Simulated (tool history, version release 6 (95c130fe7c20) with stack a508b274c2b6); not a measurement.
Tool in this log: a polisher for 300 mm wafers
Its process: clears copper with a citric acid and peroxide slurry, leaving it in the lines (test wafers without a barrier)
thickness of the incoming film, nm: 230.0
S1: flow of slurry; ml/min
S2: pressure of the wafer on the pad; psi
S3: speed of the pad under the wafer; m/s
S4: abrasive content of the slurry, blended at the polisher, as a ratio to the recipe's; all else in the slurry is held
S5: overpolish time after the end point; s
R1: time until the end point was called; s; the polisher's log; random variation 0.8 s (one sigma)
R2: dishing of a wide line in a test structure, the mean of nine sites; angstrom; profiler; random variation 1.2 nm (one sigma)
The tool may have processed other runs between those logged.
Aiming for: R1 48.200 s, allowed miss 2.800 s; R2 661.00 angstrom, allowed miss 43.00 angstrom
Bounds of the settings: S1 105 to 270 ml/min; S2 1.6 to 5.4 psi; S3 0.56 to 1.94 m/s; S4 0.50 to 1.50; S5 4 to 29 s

run 1 hour=0.0 | S1=175 S2=3.5 S3=1.24 S4=1.00 S5=15 | R1=64.844 R2=363.99
run 2 hour=5.7 | S1=175 S2=3.5 S3=1.24 S4=1.00 S5=17 | R1=64.043 R2=401.26
run 3 hour=12.3 | S1=175 S2=3.1 S3=1.24 S4=1.00 S5=17 | R1=73.303 R2=350.13
run 4 hour=20.9 | S1=175 S2=3.1 S3=1.42 S4=1.00 S5=17 | R1=62.880 R2=393.79
run 5 hour=25.2 | S1=175 S2=3.1 S3=1.66 S4=1.00 S5=17 | R1=54.291 R2=436.49
run 6 hour=30.3 | S1=175 S2=3.1 S3=1.66 S4=1.15 S5=17 | R1=52.690 R2=445.14
run 7 hour=34.0 | S1=175 S2=3.1 S3=1.66 S4=1.15 S5=18 | R1=53.153 R2=461.72
run 8 hour=40.8 | S1=175 S2=3.2 S3=1.66 S4=1.15 S5=19 | R1=52.512 R2=509.68
run 9 hour=49.2 | S1=175 S2=3.5 S3=1.64 S4=1.15 S5=21 | R1=47.462 R2=569.56
run 10 hour=52.0 | S1=175 S2=3.5 S3=1.64 S4=1.15 S5=23 | R1=48.415 R2=597.14

Which one of the following 4 next-run settings gets every result inside its allowed miss? There is exactly one.
run A hour=54.8 | S1=195 S2=3.4 S3=1.62 S4=1.25 S5=26 | R1=? R2=?
run B hour=54.8 | S1=145 S2=3.3 S3=1.58 S4=1.20 S5=18 | R1=? R2=?
run C hour=54.8 | S1=190 S2=3.5 S3=1.68 S4=1.20 S5=20 | R1=? R2=?
run D hour=54.8 | S1=220 S2=3.3 S3=1.62 S4=1.25 S5=20 | R1=? R2=?

move=A R1=49.026 R2=646.48
move=B R1=54.881 R2=472.23
move=C R1=46.532 R2=570.50
move=D R1=49.639 R2=543.88
A: each result inside its tolerance
B: lands further from the targets than the last run did
C: lands further from the targets than the last run did
D: lands further from the targets than the last run did
The right move is A.

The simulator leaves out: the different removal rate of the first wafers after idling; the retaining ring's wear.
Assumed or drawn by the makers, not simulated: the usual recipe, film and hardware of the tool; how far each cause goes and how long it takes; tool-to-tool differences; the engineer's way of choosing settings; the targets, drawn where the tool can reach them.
